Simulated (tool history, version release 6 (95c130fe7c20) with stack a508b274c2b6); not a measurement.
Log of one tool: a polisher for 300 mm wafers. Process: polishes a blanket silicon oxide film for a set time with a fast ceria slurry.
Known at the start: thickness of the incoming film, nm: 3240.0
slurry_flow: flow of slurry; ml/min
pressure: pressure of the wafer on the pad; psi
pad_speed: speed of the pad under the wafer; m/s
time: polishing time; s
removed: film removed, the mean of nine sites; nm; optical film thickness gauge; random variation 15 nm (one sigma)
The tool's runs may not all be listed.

run,day,slurry_flow,pressure,pad_speed,time,removed
1,0,315,2.4,0.84,103,1080.6
2,0.212,315,2.6,0.84,103,1154.6
3,0.296,355,2.6,0.84,103,1156.8
4,0.338,355,2.7,0.84,103,1217.1
5,0.512,295,2.7,0.84,103,1185.8
6,0.671,295,2.8,0.84,103,1244
7,0.817,295,2.9,0.84,103,1254.9
8,1.129,295,3,0.84,103,1328.4
9,1.329,295,3.1,0.84,103,1338.4

The next listed run, before its measurement:
10,1.467,295,3.2,0.84,103,?

Run 10 gave removed 1402.4 nm.
